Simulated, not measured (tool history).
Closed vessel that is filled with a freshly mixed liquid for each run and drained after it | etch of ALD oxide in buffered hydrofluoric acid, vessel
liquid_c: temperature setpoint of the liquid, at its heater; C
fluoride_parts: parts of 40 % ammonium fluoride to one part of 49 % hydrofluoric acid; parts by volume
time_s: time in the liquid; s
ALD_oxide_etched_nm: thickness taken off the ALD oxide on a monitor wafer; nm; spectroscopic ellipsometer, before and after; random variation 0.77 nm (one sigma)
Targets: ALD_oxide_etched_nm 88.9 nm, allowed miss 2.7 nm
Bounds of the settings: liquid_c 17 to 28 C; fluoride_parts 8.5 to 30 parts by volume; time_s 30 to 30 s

run	hour	liquid_c	fluoride_parts	time_s	ALD_oxide_etched_nm
1	0	20	23	30	45.775
2	2.1	22	23	30	51.581
3	4.8	23.5	21	30	58.557
4	9.6	23.5	21	30	59.532
5	14	23.5	21	30	59.529
6	15.8	26	21	30	69.366
7	18.8	26.5	19.5	30	73.266
8	25.1	28	14.5	30	106.76
9	32.4	27	14.5	30	100.07
10	39.8	26.5	14.5	30	99.897
11	42.4	26	14.5	30	96.655
12	46.3	25.5	14.5	30	94.501

Which of these 4 next moves meets every target?
A	50.2	23	14	30	?
B	50.2	22	13.5	30	?
C	50.2	24	14	30	?
D	50.2	23.5	15	30	?

move	ALD_oxide_etched_nm
A	84.777
B	83.143
C	89.55
D	81.427
A: takes the result that was furthest off past its target
B: takes the result that was furthest off past its target
C: meets every target
D: takes the result that was furthest off past its target
Answer: C
